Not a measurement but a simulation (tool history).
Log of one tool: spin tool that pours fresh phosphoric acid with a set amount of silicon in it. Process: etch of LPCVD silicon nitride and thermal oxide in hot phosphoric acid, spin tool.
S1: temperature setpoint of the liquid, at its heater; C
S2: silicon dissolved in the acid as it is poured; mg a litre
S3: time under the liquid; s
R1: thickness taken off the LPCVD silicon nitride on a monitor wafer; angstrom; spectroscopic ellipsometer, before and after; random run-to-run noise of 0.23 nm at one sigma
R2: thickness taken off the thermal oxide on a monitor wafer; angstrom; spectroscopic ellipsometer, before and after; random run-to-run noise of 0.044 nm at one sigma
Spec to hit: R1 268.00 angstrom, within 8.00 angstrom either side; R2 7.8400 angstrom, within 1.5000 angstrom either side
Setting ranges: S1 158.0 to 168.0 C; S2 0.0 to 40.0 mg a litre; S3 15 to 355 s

run 1 day=0.000 | S1=163.0 S2=17.5 S3=180 | R1=160.65 R2=3.3321
run 2 day=0.262 | S1=163.5 S2=16.5 S3=190 | R1=172.55 R2=3.6516
run 3 day=0.362 | S1=164.0 S2=15.0 S3=200 | R1=184.70 R2=3.7020
run 4 day=0.458 | S1=163.5 S2=12.5 S3=215 | R1=192.52 R2=4.4150
run 5 day=0.546 | S1=164.0 S2=10.5 S3=225 | R1=208.08 R2=4.8383
run 6 day=0.812 | S1=164.0 S2=4.0 S3=225 | R1=207.11 R2=5.4109
run 7 day=1.067 | S1=164.0 S2=4.0 S3=225 | R1=204.63 R2=6.1851
run 8 day=1.275 | S1=164.5 S2=4.0 S3=230 | R1=216.36 R2=6.0939
-- day=1.496 heated supply line repaired
run 9 day=1.496 | S1=167.0 S2=0.0 S3=250 | R1=279.11 R2=10.3710
run 10 day=1.521 | S1=167.0 S2=0.0 S3=250 | R1=282.44 R2=9.9856
run 11 day=1.546 | S1=167.0 S2=1.0 S3=250 | R1=278.74 R2=10.5130
run 12 day=1.675 | S1=167.0 S2=2.0 S3=250 | R1=283.20 R2=9.9754
run 13 day=2.017 | S1=167.0 S2=3.0 S3=250 | R1=279.14 R2=10.7380
run 14 day=2.117 | S1=167.0 S2=4.5 S3=250 | R1=280.66 R2=10.3090
run 15 day=2.471 | S1=167.0 S2=6.0 S3=250 | R1=283.18 R2=9.0159

Pick the move, out of 4, that brings all results within their allowed miss; only one does.
run A day=2.825 | S1=168.0 S2=22.0 S3=255 | R1=? R2=?
run B day=2.825 | S1=166.5 S2=5.5 S3=270 | R1=? R2=?
run C day=2.825 | S1=166.0 S2=18.0 S3=270 | R1=? R2=?
run D day=2.825 | S1=168.0 S2=14.0 S3=230 | R1=? R2=?

move=A R1=296.19 R2=7.2898
move=B R1=298.70 R2=10.3980
move=C R1=293.86 R2=7.4972
move=D R1=267.15 R2=8.1691
A: lands further from the targets than the last run did
B: lands further from the targets than the last run did
C: lands further from the targets than the last run did
D: in spec on every target
So the answer is move D, the one that meets all the targets.
